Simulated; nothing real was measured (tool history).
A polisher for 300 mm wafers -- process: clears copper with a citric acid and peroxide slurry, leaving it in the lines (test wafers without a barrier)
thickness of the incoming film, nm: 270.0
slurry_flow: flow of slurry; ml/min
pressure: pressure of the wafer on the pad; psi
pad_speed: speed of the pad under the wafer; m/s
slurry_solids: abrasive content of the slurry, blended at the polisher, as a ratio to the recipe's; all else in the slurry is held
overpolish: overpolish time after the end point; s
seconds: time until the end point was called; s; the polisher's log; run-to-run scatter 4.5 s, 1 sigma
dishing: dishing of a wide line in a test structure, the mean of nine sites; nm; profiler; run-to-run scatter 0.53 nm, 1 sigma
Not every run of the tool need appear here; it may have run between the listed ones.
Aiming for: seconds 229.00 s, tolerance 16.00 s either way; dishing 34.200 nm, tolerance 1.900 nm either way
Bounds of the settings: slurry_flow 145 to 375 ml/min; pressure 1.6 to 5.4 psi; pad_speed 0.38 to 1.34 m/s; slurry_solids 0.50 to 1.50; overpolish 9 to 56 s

run,hour,slurry_flow,pressure,pad_speed,slurry_solids,overpolish,seconds,dishing
1,0.0,240,3.5,0.86,1.00,29,104.09,45.781
2,5.5,240,3.0,0.80,1.00,33,121.26,43.241
3,7.5,240,3.0,0.80,1.00,40,125.40,52.562
4,10.3,240,3.0,0.80,0.80,40,129.81,49.742
5,11.3,240,3.0,0.92,0.80,40,110.67,56.133
6,12.4,240,3.0,0.80,0.80,40,129.68,49.136
7,18.5,240,2.6,0.74,0.80,42,150.30,44.888
8,26.2,240,2.3,0.68,0.80,43,184.25,39.951
9,31.2,240,1.6,0.66,0.80,43,230.72,30.749
10,38.3,240,1.6,0.66,0.80,43,236.69,30.640
11,44.8,240,1.6,0.66,0.80,44,245.95,30.769

Below are 5 possible settings for the next run. Only one of them brings all results inside the allowed miss of their targets. Which is it?
A,51.3,255,1.9,0.56,0.65,50,?,?
B,51.3,245,2.4,0.50,0.80,46,?,?
C,51.3,305,2.4,0.44,0.95,36,?,?
D,51.3,215,1.6,0.54,0.90,43,?,?
E,51.3,290,1.9,0.64,0.85,33,?,?

move,seconds,dishing
A,247.92,33.840
B,227.82,34.127
C,244.70,25.933
D,280.50,26.624
E,207.98,27.517
A: the furthest-off result lands on target, but another misses its tolerance
B: every result within its allowed miss
C: misses by more than the last run did
D: misses by more than the last run did
E: misses by more than the last run did
Move B is the one to make.
